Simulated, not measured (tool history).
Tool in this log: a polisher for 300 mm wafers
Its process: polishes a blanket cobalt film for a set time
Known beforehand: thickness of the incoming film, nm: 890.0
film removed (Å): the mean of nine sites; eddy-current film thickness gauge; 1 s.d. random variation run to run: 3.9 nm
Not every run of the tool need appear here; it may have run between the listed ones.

| run | day | flow of slurry (ml/min) | pressure of the wafer on the pad (kPa) | speed of the pad under the wafer (m/s) | polishing time (s) | film removed (Å) |
|---|---|---|---|---|---|---|
| 1 | 0 | 140 | 15.9 | 1.1 | 62 | 4433.6 |
| 2 | 0.258 | 155 | 15.9 | 1.1 | 62 | 4589.1 |
| 3 | 0.471 | 155 | 15.9 | 1.22 | 62 | 4972.3 |
| 4 | 0.496 | 155 | 15.9 | 1.38 | 62 | 5663.2 |
|  | 0.854 | head pressure recalibrated |
| 5 | 0.854 | 155 | 14.5 | 1.38 | 62 | 5656.8 |
| 6 | 1.083 | 160 | 14.5 | 1.38 | 62 | 5668.4 |

For run 7, what comes out?
| 7 | 1.446 | 165 | 14.5 | 1.38 | 62 | ? |

{"run 7": {"film removed (Å)": 5709.4}}
